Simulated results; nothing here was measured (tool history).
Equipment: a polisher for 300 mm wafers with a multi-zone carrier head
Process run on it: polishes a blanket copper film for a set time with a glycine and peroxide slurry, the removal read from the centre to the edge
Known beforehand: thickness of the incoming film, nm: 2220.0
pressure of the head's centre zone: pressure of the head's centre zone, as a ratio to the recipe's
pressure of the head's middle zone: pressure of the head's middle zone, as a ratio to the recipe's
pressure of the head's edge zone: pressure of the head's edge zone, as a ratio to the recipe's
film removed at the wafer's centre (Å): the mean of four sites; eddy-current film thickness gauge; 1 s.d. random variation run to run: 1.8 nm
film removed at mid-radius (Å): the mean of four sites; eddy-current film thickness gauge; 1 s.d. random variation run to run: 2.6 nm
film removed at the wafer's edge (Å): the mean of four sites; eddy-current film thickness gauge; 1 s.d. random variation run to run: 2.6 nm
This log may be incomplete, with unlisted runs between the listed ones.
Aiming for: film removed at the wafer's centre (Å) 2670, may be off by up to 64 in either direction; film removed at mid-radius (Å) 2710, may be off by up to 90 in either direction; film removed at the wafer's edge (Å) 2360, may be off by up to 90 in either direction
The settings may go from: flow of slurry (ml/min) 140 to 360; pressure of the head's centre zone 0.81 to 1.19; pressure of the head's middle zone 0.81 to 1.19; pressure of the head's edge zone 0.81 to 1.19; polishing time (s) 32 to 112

run	hour	flow of slurry (ml/min)	pressure of the head's centre zone	pressure of the head's middle zone	pressure of the head's edge zone	polishing time (s)	film removed at the wafer's centre (Å)	film removed at mid-radius (Å)	film removed at the wafer's edge (Å)
1	0	230	1	1	1	72	3600.6	3404.5	3404.2
2	5.4	230	1	1.01	0.98	70	3440.9	3328	3345.1
3	7.5	240	1.02	1.03	0.96	67	3427.3	3246.3	3133
4	14.6	245	1.02	1.04	0.95	65	3270.2	3142.8	2997.1
5	18.2	250	1.02	1.05	0.94	64	3205.5	3229.3	2937.7
6	21.7	250	1.02	1.05	0.94	73	3766.4	3643.8	3416.1
7	25.8	260	1.02	1.05	0.93	70	3573.6	3492	3326.3
8	29.8	250	1.02	1.05	0.92	68	3481.5	3408.7	3134.1
9	33.7	240	1.01	1.04	0.91	67	3335.4	3256.4	3077.8
# hour 35.7: edge zone pressure recalibrated
10	35.7	235	1.01	1.05	0.9	66	3284.7	3254.5	3114.5
11	42.2	300	1.01	1.09	0.81	46	2343.4	2392.5	2127.9
12	44.5	300	1.02	1.1	0.83	46	2393.8	2447.7	2139.3
13	49.7	300	1.02	1.1	0.85	46	2385.1	2398.4	2138.9
14	57.1	300	1.02	1.1	0.85	47	2415.4	2482	2199.5
15	60	300	1.03	1.1	0.86	47	2462.4	2458.9	2220.5

Consider the 5 candidate settings below. Which is the only one whose results all fall within their allowed miss of target?
A	62.9	260	1.1	0.87	1.01	52	?	?	?
B	62.9	305	1.07	1.15	0.93	49	?	?	?
C	62.9	255	0.98	0.94	0.9	53	?	?	?
D	62.9	290	1.01	1.15	0.84	54	?	?	?
E	62.9	240	0.87	1.13	0.83	52	?	?	?

move	film removed at the wafer's centre (Å)	film removed at mid-radius (Å)	film removed at the wafer's edge (Å)
A	2841.5	2232.9	2561.3
B	2646.8	2698.1	2346.1
C	2574.6	2424.8	2483.7
D	2740.1	2962.9	2475.8
E	2230.3	2768.5	2345.7
A: carries the result that was furthest off beyond its target, to the other side
B: all results in spec
C: about as far from the targets as the last run
D: carries the result that was furthest off beyond its target, to the other side
E: moves away from the targets compared with the last run
So the answer is move B, the one that meets all the targets.
